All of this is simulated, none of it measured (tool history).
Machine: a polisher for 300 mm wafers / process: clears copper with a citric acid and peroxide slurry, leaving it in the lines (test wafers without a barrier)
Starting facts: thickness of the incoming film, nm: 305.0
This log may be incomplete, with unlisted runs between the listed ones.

run  hour  flow of slurry (ml/min)  pressure of the wafer on the pad (kPa)  speed of the pad under the wafer (m/s)  abrasive content of the slurry  overpolish time after the end point (s)  time until the end point was called (s)  dishing of a wide line in a test structure (nm)
  1     0                      255                                    20.7                                    1.22                               1                                       19                                   117.05                                            24.96
  2   4.1                      255                                      20                                    1.24                               1                                       17                                   117.95                                           22.653
  3  12.7                      255                                    15.2                                    1.24                               1                                       17                                   153.55                                           19.849
  4  17.5                      255                                    15.2                                    1.26                               1                                       15                                   155.26                                            18.44
  5  23.1                      255                                    15.9                                    1.28                               1                                       14                                   143.06                                           18.107
  6    25                      255                                    15.9                                    1.28                               1                                       13                                   139.65                                           17.365
  7  31.3                      255                                    15.9                                    1.28                               1                                       12                                   144.06                                           15.941

Estimate the outcome of run 8 from the log above:
  8  37.7                      255                                    15.9                                    1.28                               1                                       12                                        ?                                                ?

{"run 8": {"time until the end point was called (s)": 141.06, "dishing of a wide line in a test structure (nm)": 16.005}}
